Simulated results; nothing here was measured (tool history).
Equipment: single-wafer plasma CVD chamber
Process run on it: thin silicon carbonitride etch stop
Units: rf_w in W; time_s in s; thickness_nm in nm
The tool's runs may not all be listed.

run 1 hour=0.0 | rf_w=270 time_s=9.58 | thickness_nm=6.1026
run 2 hour=1.3 | rf_w=260 time_s=9.29 | thickness_nm=5.8728
run 3 hour=4.7 | rf_w=295 time_s=9.29 | thickness_nm=6.1048
run 4 hour=12.9 | rf_w=285 time_s=9.02 | thickness_nm=5.8318
run 5 hour=14.5 | rf_w=275 time_s=8.82 | thickness_nm=5.6507
run 6 hour=16.3 | rf_w=275 time_s=8.20 | thickness_nm=5.2611

Run 7 has not been measured yet. What should we expect?
run 7 hour=24.1 | rf_w=270 time_s=8.14 | thickness_nm=?

{"run 7": {"thickness_nm": 5.1798}}
